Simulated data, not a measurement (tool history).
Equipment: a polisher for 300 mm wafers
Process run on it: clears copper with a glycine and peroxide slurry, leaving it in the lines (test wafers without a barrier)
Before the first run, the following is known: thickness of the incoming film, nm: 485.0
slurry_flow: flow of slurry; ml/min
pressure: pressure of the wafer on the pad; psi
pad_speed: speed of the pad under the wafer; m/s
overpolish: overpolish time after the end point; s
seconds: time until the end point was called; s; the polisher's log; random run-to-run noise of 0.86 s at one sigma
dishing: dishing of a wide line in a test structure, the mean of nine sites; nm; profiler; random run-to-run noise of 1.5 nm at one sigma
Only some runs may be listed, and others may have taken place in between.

run  hour  slurry_flow  pressure  pad_speed  overpolish  seconds  dishing
  1   0.0          280       3.3       0.96          28  104.680   94.875
  2   8.5          340       3.3       0.96          28  103.770   97.739
  3  12.9          340       3.3       0.96          37  104.030  116.290
  4  14.3          340       3.3       0.96          46  103.990  138.770
  5  16.0          340       3.5       0.96          39   99.021  124.230
  6  17.3          340       3.5       0.96          47  100.020  144.320
  7  18.7          340       3.7       0.96          40   96.691  134.800
  8  24.9          335       3.7       1.00          34   91.215  122.960

Expected results for the next run?
  9  25.9          340       4.0       1.02          20        ?        ?

{"run 9": {"seconds": 83.826, "dishing": 88.822}}
